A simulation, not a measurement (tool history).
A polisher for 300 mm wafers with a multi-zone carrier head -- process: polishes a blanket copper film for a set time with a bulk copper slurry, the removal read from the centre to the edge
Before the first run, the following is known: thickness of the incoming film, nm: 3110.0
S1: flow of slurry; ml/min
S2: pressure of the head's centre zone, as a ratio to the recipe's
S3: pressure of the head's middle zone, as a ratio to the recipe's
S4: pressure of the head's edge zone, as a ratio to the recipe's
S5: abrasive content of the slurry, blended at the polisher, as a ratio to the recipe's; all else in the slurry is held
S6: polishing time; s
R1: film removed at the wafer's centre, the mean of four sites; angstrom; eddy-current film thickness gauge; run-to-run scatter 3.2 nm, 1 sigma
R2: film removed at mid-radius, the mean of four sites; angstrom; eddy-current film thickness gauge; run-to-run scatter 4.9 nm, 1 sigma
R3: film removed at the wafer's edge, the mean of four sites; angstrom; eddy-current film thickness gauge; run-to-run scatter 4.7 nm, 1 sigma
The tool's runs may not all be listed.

| run | hour | S1 | S2 | S3 | S4 | S5 | S6 | R1 | R2 | R3 |
|---|---|---|---|---|---|---|---|---|---|---|
| 1 | 0 | 200 | 1 | 1 | 1 | 1 | 45 | 3429.3 | 3316 | 3233.8 |
| 2 | 8 | 215 | 1.04 | 1.01 | 1.01 | 1.05 | 45 | 3611.4 | 3377 | 3421.8 |
| 3 | 9.1 | 215 | 1.04 | 1.09 | 1.01 | 1.05 | 45 | 3611.5 | 3608.3 | 3324.7 |
| 4 | 17 | 215 | 1.04 | 1.16 | 1.01 | 1.05 | 45 | 3581 | 3791.5 | 3299.8 |
| 5 | 18.4 | 215 | 1.04 | 1.12 | 1.01 | 1.05 | 45 | 3552 | 3682.2 | 3290 |
| 6 | 24.5 | 215 | 1.04 | 1.04 | 1.01 | 1.05 | 45 | 3637.1 | 3468.3 | 3309.8 |
| 7 | 30.3 | 230 | 1.07 | 1.04 | 1.02 | 1.1 | 45 | 3797.1 | 3482.4 | 3364.5 |

Estimate the outcome of run 8 from the log above:
| 8 | 35.1 | 235 | 1.09 | 1.05 | 1.03 | 1.15 | 45 | ? | ? | ? |

R1: 3857.2 angstrom
R2: 3562.5 angstrom
R3: 3429.2 angstrom

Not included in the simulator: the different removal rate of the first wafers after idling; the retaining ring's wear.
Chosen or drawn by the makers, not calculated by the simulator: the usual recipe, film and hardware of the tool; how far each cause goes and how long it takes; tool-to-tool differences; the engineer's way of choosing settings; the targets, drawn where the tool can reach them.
